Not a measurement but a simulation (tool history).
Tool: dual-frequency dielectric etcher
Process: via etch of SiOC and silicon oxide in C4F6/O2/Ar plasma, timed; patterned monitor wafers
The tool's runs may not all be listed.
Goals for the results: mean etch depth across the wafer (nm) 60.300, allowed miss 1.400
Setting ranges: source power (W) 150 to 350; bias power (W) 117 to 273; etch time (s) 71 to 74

run  hour  source power (W)  bias power (W)  etch time (s)  mean etch depth across the wafer (nm)
  1   0.0               250             195             71                                 64.020
  2   6.0               240             194             71                                 62.485
  3   9.8               240             193             71                                 62.312
  4  12.8               240             193             71                                 62.105
  5  16.5               240             219             71                                 66.182
  6  18.3               230             218             71                                 64.425
     21.6  -- wet clean of the chamber
  7  21.6               220             217             71                                 65.674
  8  26.3               220             211             71                                 64.513

Of the 5 settings listed for the next run, only one would bring every result within its allowed miss of target. Which one?
  A  31.0               230             209             73                                      ?
  B  31.0               210             195             71                                      ?
  C  31.0               250             208             74                                      ?
  D  31.0               270             169             74                                      ?
  E  31.0               220             239             74                                      ?

move  mean etch depth across the wafer (nm)
   A                                 67.893
   B                                 60.832
   C                                 71.799
   D                                 68.043
   E                                 71.372
A: its largest miss is bigger than the last run's
B: in spec on every target
C: its largest miss is bigger than the last run's
D: its largest miss is bigger than the last run's
E: its largest miss is bigger than the last run's
So the answer is move B, the one that meets all the targets.
